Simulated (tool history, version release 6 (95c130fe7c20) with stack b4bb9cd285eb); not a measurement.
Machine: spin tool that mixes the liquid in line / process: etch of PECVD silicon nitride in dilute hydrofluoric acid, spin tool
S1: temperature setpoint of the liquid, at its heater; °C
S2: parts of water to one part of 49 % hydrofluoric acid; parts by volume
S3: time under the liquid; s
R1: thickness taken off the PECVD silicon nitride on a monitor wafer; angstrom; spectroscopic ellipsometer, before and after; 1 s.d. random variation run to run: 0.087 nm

run    day    S1   S2   S3       R1
  1  0.000  25.0  140  310  108.990
  2  0.088  26.0  140  310  116.450
  3  0.279  26.0  185  310   87.642
  4  0.429  27.0  180  310   95.687
  5  0.604  28.0  175  310  105.380
  6  0.646  28.5  170  310  112.270
  7  1.012  29.0  165  310  118.670
  8  1.088  29.5  160  310  125.730
  9  1.225  30.0  155  310  133.830
 10  1.308  30.5  150  310  142.540
     1.600  -- hydrofluoric acid flow meter replaced
 11  1.600  31.0  145  310  145.350
 12  1.954  31.5  140  310  154.670
 13  1.983  31.5  135  310  160.750

The next listed run, before its measurement:
 14  2.217  32.5  125  310   ?

{"run 14": {"R1": 185.58}}
